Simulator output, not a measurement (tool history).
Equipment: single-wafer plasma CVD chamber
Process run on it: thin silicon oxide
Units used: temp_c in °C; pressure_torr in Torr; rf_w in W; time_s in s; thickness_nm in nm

Run 1, day 0: temp_c 415 °C, pressure_torr 0.612 Torr, rf_w 340 W, time_s 5.33 s. Result: thickness_nm 8.015 nm.
Run 2, day 0.358: temp_c 415 °C, pressure_torr 0.514 Torr, rf_w 340 W, time_s 5.33 s. Result: thickness_nm 6.7638 nm.
Run 3, day 0.625: temp_c 415 °C, pressure_torr 0.474 Torr, rf_w 335 W, time_s 5.32 s. Result: thickness_nm 6.2257 nm.
Run 4, day 0.833: temp_c 415 °C, pressure_torr 0.474 Torr, rf_w 335 W, time_s 5.33 s. Result: thickness_nm 6.1951 nm.
Run 5, day 0.9: temp_c 415 °C, pressure_torr 0.447 Torr, rf_w 335 W, time_s 5.33 s. Result: thickness_nm 5.8527 nm.
Run 6, day 1.138: temp_c 415 °C, pressure_torr 0.447 Torr, rf_w 335 W, time_s 5.33 s. Result: thickness_nm 5.8628 nm.
Run 7, day 1.212: temp_c 415 °C, pressure_torr 0.429 Torr, rf_w 335 W, time_s 5.33 s. Result: thickness_nm 5.611 nm.
Run 8, day 1.275: temp_c 415 °C, pressure_torr 0.418 Torr, rf_w 335 W, time_s 5.33 s. Result: thickness_nm 5.4223 nm.
Run 9, day 1.3: temp_c 415 °C, pressure_torr 0.412 Torr, rf_w 335 W, time_s 5.33 s. Result: thickness_nm 5.3692 nm.
Run 10, day 1.408: temp_c 415 °C, pressure_torr 0.407 Torr, rf_w 335 W, time_s 5.33 s. Result: thickness_nm 5.2895 nm.

For run 11, what comes out?
Run 11, day 1.775: temp_c 415 °C, pressure_torr 0.404 Torr, rf_w 335 W, time_s 5.33 s. Result: thickness_nm ?.

thickness_nm: 5.2576 nm
